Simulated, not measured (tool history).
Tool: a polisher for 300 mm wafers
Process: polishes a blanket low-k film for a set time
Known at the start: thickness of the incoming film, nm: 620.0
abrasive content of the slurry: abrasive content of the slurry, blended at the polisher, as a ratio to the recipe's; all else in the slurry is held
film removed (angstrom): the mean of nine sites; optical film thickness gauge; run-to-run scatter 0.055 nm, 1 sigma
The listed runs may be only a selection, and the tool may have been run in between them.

run	hour	flow of slurry (ml/min)	pressure of the wafer on the pad (kPa)	speed of the pad under the wafer (m/s)	abrasive content of the slurry	polishing time (s)	film removed (angstrom)
1	0.0	275	8.3	1.12	1.0	41	133.820
2	3.1	235	8.3	1.12	1.0	41	131.710
3	5.7	235	8.3	1.12	1.0	43	136.050
4	6.4	230	7.6	1.10	1.0	43	124.560
5	9.1	225	6.9	1.08	1.0	43	112.670
6	17.0	225	6.9	1.08	1.0	41	106.790
7	19.6	220	6.2	1.08	1.0	41	97.771

What will run 8 give?
8	25.5	220	6.2	1.08	1.0	41	?

film removed (angstrom): 97.004
